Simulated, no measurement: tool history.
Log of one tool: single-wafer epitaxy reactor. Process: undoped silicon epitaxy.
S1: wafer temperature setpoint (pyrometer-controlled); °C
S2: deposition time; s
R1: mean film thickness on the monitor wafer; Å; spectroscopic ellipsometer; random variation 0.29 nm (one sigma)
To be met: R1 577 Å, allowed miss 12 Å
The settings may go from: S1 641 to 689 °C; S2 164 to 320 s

run	hour	S1	S2	R1
1	0	665	242	525.28
2	7.5	659	242	457.66
3	13.4	650	242	373.14
4	15.8	650	219	336.94
5	17.7	653	219	361.57
6	26.6	653	242	401
7	28.5	655	242	418.42
8	29.4	657	242	439.27

4 next moves are on the table. One of them brings every result within its allowed miss. Which?
A	30.3	668	276	?
B	30.3	655	203	?
C	30.3	655	197	?
D	30.3	667	254	?

move	R1
A	643.76
B	351.76
C	341.37
D	579.24
A: takes the result that was furthest off past its target
B: further off than the last run
C: further off than the last run
D: meets every target
Move D is the one to make.
